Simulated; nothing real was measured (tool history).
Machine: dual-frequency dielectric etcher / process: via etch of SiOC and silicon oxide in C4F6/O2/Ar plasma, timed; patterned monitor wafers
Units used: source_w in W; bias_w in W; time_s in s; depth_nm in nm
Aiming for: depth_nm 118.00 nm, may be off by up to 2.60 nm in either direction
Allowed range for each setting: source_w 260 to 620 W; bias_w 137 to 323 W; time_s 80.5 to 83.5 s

run 1 hour=0.0 | source_w=440 bias_w=230 time_s=80.5 | depth_nm=106.50
run 2 hour=1.5 | source_w=440 bias_w=207 time_s=80.5 | depth_nm=105.50
run 3 hour=8.2 | source_w=470 bias_w=207 time_s=80.5 | depth_nm=107.63
run 4 hour=16.8 | source_w=480 bias_w=210 time_s=80.5 | depth_nm=109.06
run 5 hour=23.9 | source_w=480 bias_w=233 time_s=80.5 | depth_nm=111.62
run 6 hour=24.8 | source_w=490 bias_w=234 time_s=80.5 | depth_nm=110.69
run 7 hour=29.0 | source_w=500 bias_w=237 time_s=80.5 | depth_nm=111.37
run 8 hour=37.6 | source_w=510 bias_w=240 time_s=80.5 | depth_nm=114.47
run 9 hour=39.5 | source_w=510 bias_w=241 time_s=80.5 | depth_nm=114.20
run 10 hour=40.3 | source_w=520 bias_w=242 time_s=80.5 | depth_nm=115.93

Which of these 5 next moves meets every target?
run A hour=41.1 | source_w=490 bias_w=221 time_s=81.0 | depth_nm=?
run B hour=41.1 | source_w=430 bias_w=266 time_s=83.0 | depth_nm=?
run C hour=41.1 | source_w=490 bias_w=256 time_s=83.0 | depth_nm=?
run D hour=41.1 | source_w=480 bias_w=198 time_s=83.5 | depth_nm=?
run E hour=41.1 | source_w=450 bias_w=277 time_s=81.5 | depth_nm=?

move=A depth_nm=111.01
move=B depth_nm=112.21
move=C depth_nm=117.07
move=D depth_nm=111.27
move=E depth_nm=113.09
A: misses by more than the last run did
B: misses by more than the last run did
C: all results in spec
D: misses by more than the last run did
E: misses by more than the last run did
Answer: C
